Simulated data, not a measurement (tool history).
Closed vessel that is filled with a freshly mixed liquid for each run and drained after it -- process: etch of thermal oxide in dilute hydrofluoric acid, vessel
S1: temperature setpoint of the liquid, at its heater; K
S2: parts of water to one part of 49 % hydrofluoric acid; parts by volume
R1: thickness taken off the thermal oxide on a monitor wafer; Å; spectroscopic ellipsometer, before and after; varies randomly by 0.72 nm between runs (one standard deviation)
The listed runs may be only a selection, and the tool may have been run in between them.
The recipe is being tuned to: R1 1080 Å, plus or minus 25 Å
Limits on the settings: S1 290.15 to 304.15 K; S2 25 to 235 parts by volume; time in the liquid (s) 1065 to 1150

run 1 hour=0 | S1=296.15 S2=130 time_in_the_liquid_(s)=1065 | R1=395.35
run 2 hour=7.8 | S1=296.15 S2=130 time_in_the_liquid_(s)=1150 | R1=427.57
run 3 hour=15.5 | S1=296.15 S2=115 time_in_the_liquid_(s)=1150 | R1=487.13
run 4 hour=23.6 | S1=296.15 S2=145 time_in_the_liquid_(s)=1150 | R1=376.73
run 5 hour=27.1 | S1=297.15 S2=130 time_in_the_liquid_(s)=1150 | R1=447.17
run 6 hour=33.4 | S1=298.15 S2=120 time_in_the_liquid_(s)=1150 | R1=512.64
run 7 hour=36.9 | S1=299.15 S2=110 time_in_the_liquid_(s)=1150 | R1=588.69
run 8 hour=44.6 | S1=299.65 S2=105 time_in_the_liquid_(s)=1150 | R1=633.53
run 9 hour=50.3 | S1=300.15 S2=100 time_in_the_liquid_(s)=1150 | R1=672.14
run 10 hour=56.7 | S1=304.15 S2=55 time_in_the_liquid_(s)=1150 | R1=1540.5
run 11 hour=64.7 | S1=300.15 S2=55 time_in_the_liquid_(s)=1150 | R1=1309.1
run 12 hour=71.7 | S1=299.15 S2=55 time_in_the_liquid_(s)=1150 | R1=1260.1

5 candidate next runs follow, results not yet known. Just one meets every target within its allowed miss. Identify it.
run A hour=78.7 | S1=298.15 S2=55 time_in_the_liquid_(s)=1085 | R1=?
run B hour=78.7 | S1=303.15 S2=75 time_in_the_liquid_(s)=1135 | R1=?
run C hour=78.7 | S1=300.65 S2=70 time_in_the_liquid_(s)=1130 | R1=?
run D hour=78.7 | S1=299.65 S2=60 time_in_the_liquid_(s)=1065 | R1=?
run E hour=78.7 | S1=299.65 S2=65 time_in_the_liquid_(s)=1075 | R1=?

move=A R1=1137.5
move=B R1=1033.5
move=C R1=1007.7
move=D R1=1079.9
move=E R1=999.23
A: nearer than the last run, and not there yet
B: pushes the last run's worst result past its target
C: pushes the last run's worst result past its target
D: all results in spec
E: pushes the last run's worst result past its target
Correct choice: D, which meets every target
